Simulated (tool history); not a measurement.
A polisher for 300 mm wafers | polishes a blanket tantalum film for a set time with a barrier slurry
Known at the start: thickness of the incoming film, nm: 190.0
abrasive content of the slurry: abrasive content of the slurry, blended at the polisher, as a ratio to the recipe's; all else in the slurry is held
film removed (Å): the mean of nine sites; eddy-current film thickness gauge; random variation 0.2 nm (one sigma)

run	day	flow of slurry (ml/min)	pressure of the wafer on the pad (kPa)	speed of the pad under the wafer (cm/s)	abrasive content of the slurry	polishing time (s)	film removed (Å)
1	0.000	310	13.8	98	1.0	28	527.95
2	0.108	310	12.4	96	1.0	28	469.11
3	0.250	310	12.4	112	1.0	28	540.68
4	0.538	310	11.7	108	1.0	28	489.61
5	0.588	310	11.7	108	1.1	28	510.31
6	0.729	310	11.7	108	0.9	28	475.65

Run 7 comes next. What will it give?
7	1.096	310	11.0	106	0.9	28	?

Run 7 gave film removed (Å) 441.72.
